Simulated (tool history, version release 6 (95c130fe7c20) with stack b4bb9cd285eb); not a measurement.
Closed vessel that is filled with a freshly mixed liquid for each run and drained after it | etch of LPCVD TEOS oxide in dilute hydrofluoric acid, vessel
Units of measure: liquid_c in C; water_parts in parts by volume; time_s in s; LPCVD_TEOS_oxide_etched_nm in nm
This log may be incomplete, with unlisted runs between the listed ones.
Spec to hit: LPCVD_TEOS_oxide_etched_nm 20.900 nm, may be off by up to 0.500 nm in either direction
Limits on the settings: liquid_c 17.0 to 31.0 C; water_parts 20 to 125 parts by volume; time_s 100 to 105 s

Run 1, hour 0.0: liquid_c 23.0 C, water_parts 70 parts by volume, time_s 100 s. Result: LPCVD_TEOS_oxide_etched_nm 40.298 nm.
Run 2, hour 5.9: liquid_c 21.5 C, water_parts 75 parts by volume, time_s 100 s. Result: LPCVD_TEOS_oxide_etched_nm 34.268 nm.
Run 3, hour 9.9: liquid_c 21.5 C, water_parts 95 parts by volume, time_s 100 s. Result: LPCVD_TEOS_oxide_etched_nm 26.421 nm.
Run 4, hour 10.8: liquid_c 21.5 C, water_parts 95 parts by volume, time_s 105 s. Result: LPCVD_TEOS_oxide_etched_nm 28.095 nm.
Run 5, hour 20.1: liquid_c 20.5 C, water_parts 95 parts by volume, time_s 105 s. Result: LPCVD_TEOS_oxide_etched_nm 27.247 nm.
Run 6, hour 27.3: liquid_c 19.5 C, water_parts 95 parts by volume, time_s 105 s. Result: LPCVD_TEOS_oxide_etched_nm 26.148 nm.
Run 7, hour 32.6: liquid_c 19.0 C, water_parts 95 parts by volume, time_s 105 s. Result: LPCVD_TEOS_oxide_etched_nm 25.729 nm.
Run 8, hour 40.7: liquid_c 18.5 C, water_parts 95 parts by volume, time_s 105 s. Result: LPCVD_TEOS_oxide_etched_nm 24.947 nm.
Run 9, hour 44.8: liquid_c 18.0 C, water_parts 95 parts by volume, time_s 105 s. Result: LPCVD_TEOS_oxide_etched_nm 24.230 nm.
Run 10, hour 50.4: liquid_c 17.5 C, water_parts 100 parts by volume, time_s 105 s. Result: LPCVD_TEOS_oxide_etched_nm 22.721 nm.

Exercise: of the 5 proposed moves below, exactly one satisfies all targets within the stated allowed misses. Which move is it?
Run A, hour 56.0: liquid_c 17.0 C, water_parts 100 parts by volume, time_s 100 s. Result: LPCVD_TEOS_oxide_etched_nm ?.
Run B, hour 56.0: liquid_c 19.0 C, water_parts 115 parts by volume, time_s 100 s. Result: LPCVD_TEOS_oxide_etched_nm ?.
Run C, hour 56.0: liquid_c 19.5 C, water_parts 110 parts by volume, time_s 105 s. Result: LPCVD_TEOS_oxide_etched_nm ?.
Run D, hour 56.0: liquid_c 19.0 C, water_parts 95 parts by volume, time_s 100 s. Result: LPCVD_TEOS_oxide_etched_nm ?.
Run E, hour 56.0: liquid_c 17.0 C, water_parts 110 parts by volume, time_s 105 s. Result: LPCVD_TEOS_oxide_etched_nm ?.

move  LPCVD_TEOS_oxide_etched_nm
   A                      21.030
   B                      19.530
   C                      21.999
   D                      24.178
   E                      19.861
A: hits every target within its allowed miss
B: the result that was furthest off in the last run now lies on the other side of its target
C: nearer than the last run, and not there yet
D: lands further from the targets than the last run did
E: the result that was furthest off in the last run now lies on the other side of its target
The move that meets every target is A.
